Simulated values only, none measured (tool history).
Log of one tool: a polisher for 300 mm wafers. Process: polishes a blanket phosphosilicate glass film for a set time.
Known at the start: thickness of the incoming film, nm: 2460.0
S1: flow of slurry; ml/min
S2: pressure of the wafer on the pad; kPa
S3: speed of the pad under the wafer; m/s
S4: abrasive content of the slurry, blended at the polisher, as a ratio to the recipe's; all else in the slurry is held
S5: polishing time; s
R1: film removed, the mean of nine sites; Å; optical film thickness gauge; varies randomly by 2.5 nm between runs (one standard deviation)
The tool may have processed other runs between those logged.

{"run": 1, "day": 0.0, "S1": 130, "S2": 17.2, "S3": 0.8, "S4": 1.0, "S5": 69, "R1": 4027.0}
{"run": 2, "day": 0.046, "S1": 130, "S2": 16.5, "S3": 0.8, "S4": 1.0, "S5": 69, "R1": 3955.1}
{"run": 3, "day": 0.312, "S1": 110, "S2": 16.5, "S3": 0.8, "S4": 1.0, "S5": 69, "R1": 3753.7}
{"run": 4, "day": 0.425, "S1": 110, "S2": 15.9, "S3": 0.8, "S4": 1.0, "S5": 69, "R1": 3580.4}
{"run": 5, "day": 0.717, "S1": 110, "S2": 15.9, "S3": 0.68, "S4": 1.0, "S5": 69, "R1": 3224.3}
{"run": 6, "day": 0.975, "S1": 110, "S2": 15.9, "S3": 0.68, "S4": 1.0, "S5": 69, "R1": 3148.0}

For run 7, what comes out?
{"run": 7, "day": 1.238, "S1": 100, "S2": 14.5, "S3": 0.68, "S4": 1.0, "S5": 69, "R1": "?"}

{"run 7": {"R1": 2856.2}}
